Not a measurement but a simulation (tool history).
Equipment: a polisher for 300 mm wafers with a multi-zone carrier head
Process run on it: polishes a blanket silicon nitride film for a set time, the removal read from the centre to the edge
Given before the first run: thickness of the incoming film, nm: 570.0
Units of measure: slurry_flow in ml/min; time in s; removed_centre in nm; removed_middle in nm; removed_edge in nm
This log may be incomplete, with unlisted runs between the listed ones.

run 1 day=0 | slurry_flow=120 centre_zone=1 middle_zone=1 edge_zone=1 time=51 | removed_centre=92.258 removed_middle=88.93 removed_edge=91.176
run 2 day=0.35 | slurry_flow=120 centre_zone=1 middle_zone=1 edge_zone=1.07 time=51 | removed_centre=94.223 removed_middle=89.281 removed_edge=94.219
run 3 day=0.55 | slurry_flow=120 centre_zone=0.94 middle_zone=1 edge_zone=1.07 time=51 | removed_centre=86.13 removed_middle=89.178 removed_edge=91.391
run 4 day=0.679 | slurry_flow=120 centre_zone=0.95 middle_zone=1.01 edge_zone=1.08 time=52 | removed_centre=87.979 removed_middle=90.94 removed_edge=94.969
run 5 day=1.033 | slurry_flow=120 centre_zone=0.95 middle_zone=1.01 edge_zone=1.08 time=58 | removed_centre=102.08 removed_middle=101.44 removed_edge=105.36
run 6 day=1.338 | slurry_flow=90 centre_zone=0.95 middle_zone=1.01 edge_zone=1.08 time=58 | removed_centre=89.427 removed_middle=92.936 removed_edge=100.37
run 7 day=1.429 | slurry_flow=100 centre_zone=0.95 middle_zone=1.01 edge_zone=1.09 time=58 | removed_centre=93.434 removed_middle=95.857 removed_edge=103.45
run 8 day=1.7 | slurry_flow=110 centre_zone=0.95 middle_zone=1.01 edge_zone=1.1 time=58 | removed_centre=96.654 removed_middle=99.692 removed_edge=104.81
run 9 day=2 | slurry_flow=115 centre_zone=0.95 middle_zone=1.01 edge_zone=1.11 time=58 | removed_centre=99.19 removed_middle=101.1 removed_edge=110.36
run 10 day=2.288 | slurry_flow=120 centre_zone=0.95 middle_zone=1.01 edge_zone=1.11 time=58 | removed_centre=99.498 removed_middle=103.03 removed_edge=106.91
run 11 day=2.438 | slurry_flow=125 centre_zone=0.96 middle_zone=1.01 edge_zone=1.12 time=58 | removed_centre=104.85 removed_middle=103.27 removed_edge=109.34
run 12 day=2.504 | slurry_flow=130 centre_zone=0.96 middle_zone=1.01 edge_zone=1.13 time=58 | removed_centre=103.86 removed_middle=104.35 removed_edge=111.85
run 13 day=2.817 | slurry_flow=135 centre_zone=0.96 middle_zone=1.01 edge_zone=1.13 time=58 | removed_centre=100.29 removed_middle=105.21 removed_edge=114.49
run 14 day=3.171 | slurry_flow=140 centre_zone=0.97 middle_zone=1.02 edge_zone=1.12 time=58 | removed_centre=106.2 removed_middle=105.59 removed_edge=114.45

For run 15, what comes out?
run 15 day=3.246 | slurry_flow=145 centre_zone=0.97 middle_zone=1.03 edge_zone=1.11 time=58 | removed_centre=? removed_middle=? removed_edge=?

For run 15 the tool returned removed_centre 107.33 nm, removed_middle 105.86 nm, removed_edge 112.96 nm.
